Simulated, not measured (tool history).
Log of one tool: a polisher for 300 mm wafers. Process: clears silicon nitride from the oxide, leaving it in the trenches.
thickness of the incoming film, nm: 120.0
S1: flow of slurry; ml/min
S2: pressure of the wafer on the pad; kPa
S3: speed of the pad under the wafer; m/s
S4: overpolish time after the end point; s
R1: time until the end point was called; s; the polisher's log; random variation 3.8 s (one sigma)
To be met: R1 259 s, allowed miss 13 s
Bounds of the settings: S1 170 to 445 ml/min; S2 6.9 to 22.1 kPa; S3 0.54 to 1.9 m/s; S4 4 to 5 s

run 1 hour=0 | S1=285 S2=14.5 S3=1.22 S4=5 | R1=164.37
run 2 hour=2.7 | S1=350 S2=14.5 S3=1.22 S4=5 | R1=162.85
run 3 hour=7.5 | S1=350 S2=13.8 S3=1.22 S4=5 | R1=172.28
run 4 hour=16.5 | S1=350 S2=13.1 S3=1.22 S4=5 | R1=180.51
run 5 hour=24.5 | S1=350 S2=13.1 S3=1.06 S4=5 | R1=194.13
run 6 hour=26.7 | S1=420 S2=13.1 S3=1.06 S4=5 | R1=195.33
run 7 hour=30.5 | S1=420 S2=12.4 S3=1.06 S4=5 | R1=205.8
run 8 hour=32.3 | S1=420 S2=11.7 S3=1.06 S4=5 | R1=215.57

4 next moves are on the table. One of them brings every result within its allowed miss. Which?
run A hour=34.1 | S1=435 S2=13.8 S3=0.56 S4=5 | R1=?
run B hour=34.1 | S1=425 S2=13.1 S3=0.8 S4=5 | R1=?
run C hour=34.1 | S1=430 S2=9 S3=1.06 S4=4 | R1=?
run D hour=34.1 | S1=435 S2=11 S3=1.1 S4=4 | R1=?

move=A R1=263.35
move=B R1=231.3
move=C R1=282.13
move=D R1=225.84
A: meets every target
B: nearer than the last run, and not there yet
C: takes the result that was furthest off past its target
D: nearer than the last run, and not there yet
Answer: A
